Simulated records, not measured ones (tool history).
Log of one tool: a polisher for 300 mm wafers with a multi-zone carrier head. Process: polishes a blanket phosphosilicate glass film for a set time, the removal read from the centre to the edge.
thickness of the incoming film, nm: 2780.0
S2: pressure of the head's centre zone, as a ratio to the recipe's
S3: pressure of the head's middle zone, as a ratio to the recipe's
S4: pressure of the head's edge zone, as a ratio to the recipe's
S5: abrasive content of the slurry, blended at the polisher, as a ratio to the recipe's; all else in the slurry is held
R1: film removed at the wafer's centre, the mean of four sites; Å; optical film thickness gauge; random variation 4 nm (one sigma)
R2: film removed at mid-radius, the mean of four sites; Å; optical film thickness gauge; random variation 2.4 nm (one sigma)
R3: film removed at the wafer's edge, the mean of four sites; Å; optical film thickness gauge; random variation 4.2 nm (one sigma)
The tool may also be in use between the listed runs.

Run 1, hour 0.0: flow of slurry (ml/min) 220, S2 1.00, S3 1.00, S4 1.00, S5 1.00, polishing time (s) 59. Result: R1 4237.8 Å, R2 4250.4 Å, R3 4257.3 Å.
Run 2, hour 2.8: flow of slurry (ml/min) 220, S2 1.00, S3 1.04, S4 1.00, S5 1.00, polishing time (s) 59. Result: R1 4288.9 Å, R2 4410.2 Å, R3 4272.1 Å.
Run 3, hour 6.4: flow of slurry (ml/min) 220, S2 1.00, S3 1.04, S4 1.00, S5 1.00, polishing time (s) 48. Result: R1 3604.1 Å, R2 3626.1 Å, R3 3427.7 Å.
Run 4, hour 14.6: flow of slurry (ml/min) 220, S2 1.00, S3 1.09, S4 1.00, S5 1.00, polishing time (s) 48. Result: R1 3507.0 Å, R2 3710.8 Å, R3 3390.0 Å.
Run 5, hour 19.9: flow of slurry (ml/min) 245, S2 1.00, S3 1.09, S4 1.00, S5 1.00, polishing time (s) 48. Result: R1 3532.7 Å, R2 3785.4 Å, R3 3430.2 Å.
Run 6, hour 24.8: flow of slurry (ml/min) 235, S2 0.98, S3 1.02, S4 1.02, S5 0.95, polishing time (s) 48. Result: R1 3454.6 Å, R2 3507.6 Å, R3 3562.5 Å.
Run 7, hour 28.3: flow of slurry (ml/min) 225, S2 0.97, S3 0.98, S4 1.01, S5 0.90, polishing time (s) 48. Result: R1 3307.6 Å, R2 3262.5 Å, R3 3402.7 Å.

Run 8 comes next. What will it give?
Run 8, hour 36.8: flow of slurry (ml/min) 215, S2 0.96, S3 0.95, S4 1.02, S5 0.90, polishing time (s) 48. Result: R1 ?, R2 ?, R3 ?.

{"run 8": {"R1": 3278.6, "R2": 3206.4, "R3": 3367.9}}
